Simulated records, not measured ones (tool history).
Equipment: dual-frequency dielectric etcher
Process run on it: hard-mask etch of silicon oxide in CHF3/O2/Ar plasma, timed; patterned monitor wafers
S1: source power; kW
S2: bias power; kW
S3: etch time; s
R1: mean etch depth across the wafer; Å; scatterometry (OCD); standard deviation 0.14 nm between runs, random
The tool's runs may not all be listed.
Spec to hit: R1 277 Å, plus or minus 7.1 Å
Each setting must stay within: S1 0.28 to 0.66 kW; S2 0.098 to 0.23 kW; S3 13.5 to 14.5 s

Run 1, day 0: S1 0.47 kW, S2 0.164 kW, S3 14.5 s. Result: R1 235.75 Å.
Run 2, day 0.271: S1 0.49 kW, S2 0.167 kW, S3 14.5 s. Result: R1 242.63 Å.
Run 3, day 0.508: S1 0.53 kW, S2 0.167 kW, S3 14.5 s. Result: R1 250.86 Å.
Run 4, day 0.712: S1 0.49 kW, S2 0.167 kW, S3 14.5 s. Result: R1 243.11 Å.
Run 5, day 0.804: S1 0.51 kW, S2 0.169 kW, S3 14.5 s. Result: R1 246.79 Å.
Run 6, day 1.067: S1 0.54 kW, S2 0.169 kW, S3 14.5 s. Result: R1 255.78 Å.
Run 7, day 1.192: S1 0.55 kW, S2 0.17 kW, S3 14.5 s. Result: R1 254.68 Å.
Run 8, day 1.388: S1 0.56 kW, S2 0.172 kW, S3 14.5 s. Result: R1 261.01 Å.
Run 9, day 1.592: S1 0.57 kW, S2 0.173 kW, S3 14.5 s. Result: R1 262.91 Å.
Run 10, day 1.721: S1 0.58 kW, S2 0.174 kW, S3 14.5 s. Result: R1 265.4 Å.
Run 11, day 1.754: S1 0.59 kW, S2 0.175 kW, S3 14.5 s. Result: R1 265.46 Å.
Run 12, day 1.912: S1 0.59 kW, S2 0.175 kW, S3 14.5 s. Result: R1 264.97 Å.
Run 13, day 1.946: S1 0.6 kW, S2 0.176 kW, S3 14.5 s. Result: R1 272.33 Å.

Of the 4 settings listed for the next run, only one would bring every result within its allowed miss of target. Which one?
Run A, day 1.979: S1 0.66 kW, S2 0.173 kW, S3 14.5 s. Result: R1 ?.
Run B, day 1.979: S1 0.59 kW, S2 0.186 kW, S3 13.5 s. Result: R1 ?.
Run C, day 1.979: S1 0.59 kW, S2 0.18 kW, S3 14 s. Result: R1 ?.
Run D, day 1.979: S1 0.66 kW, S2 0.156 kW, S3 14 s. Result: R1 ?.

move      R1
   A  278.49
   B  252.11
   C     259
   D  261.36
A: all results in spec
B: lands further from the targets than the last run did
C: lands further from the targets than the last run did
D: lands further from the targets than the last run did
The right move is A.
